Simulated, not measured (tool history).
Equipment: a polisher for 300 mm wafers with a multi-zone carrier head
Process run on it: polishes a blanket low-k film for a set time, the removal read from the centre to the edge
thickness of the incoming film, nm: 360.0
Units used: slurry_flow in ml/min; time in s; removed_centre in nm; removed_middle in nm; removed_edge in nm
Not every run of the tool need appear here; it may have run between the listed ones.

| run | hour | slurry_flow | centre_zone | middle_zone | edge_zone | slurry_solids | time | removed_centre | removed_middle | removed_edge |
|---|---|---|---|---|---|---|---|---|---|---|
| 1 | 0.0 | 250 | 1.00 | 1.00 | 1.00 | 1.00 | 73 | 34.320 | 35.894 | 35.580 |
| 2 | 3.3 | 250 | 0.99 | 1.00 | 0.98 | 0.95 | 73 | 33.198 | 34.753 | 34.269 |
| 3 | 3.9 | 250 | 0.99 | 1.00 | 0.98 | 0.95 | 85 | 38.317 | 40.481 | 39.609 |
| 4 | 9.3 | 250 | 1.04 | 1.00 | 0.98 | 0.95 | 85 | 40.324 | 41.189 | 39.894 |
| 5 | 11.5 | 300 | 1.04 | 1.00 | 0.98 | 0.95 | 85 | 41.575 | 41.588 | 40.450 |
| 6 | 14.4 | 300 | 1.04 | 1.07 | 0.98 | 0.95 | 85 | 41.633 | 44.881 | 39.864 |
| 7 | 17.6 | 300 | 1.03 | 1.06 | 0.97 | 0.90 | 83 | 39.308 | 41.132 | 38.282 |
| 8 | 19.6 | 295 | 1.02 | 1.07 | 0.95 | 0.85 | 81 | 37.104 | 40.564 | 35.552 |
| 9 | 22.6 | 240 | 0.92 | 0.97 | 0.85 | 0.60 | 73 | 26.158 | 29.041 | 27.032 |

What will run 10 give?
| 10 | 29.7 | 235 | 0.92 | 0.97 | 0.85 | 0.60 | 73 | ? | ? | ? |

{"run 10": {"removed_centre": 26.034, "removed_middle": 28.346, "removed_edge": 26.748}}
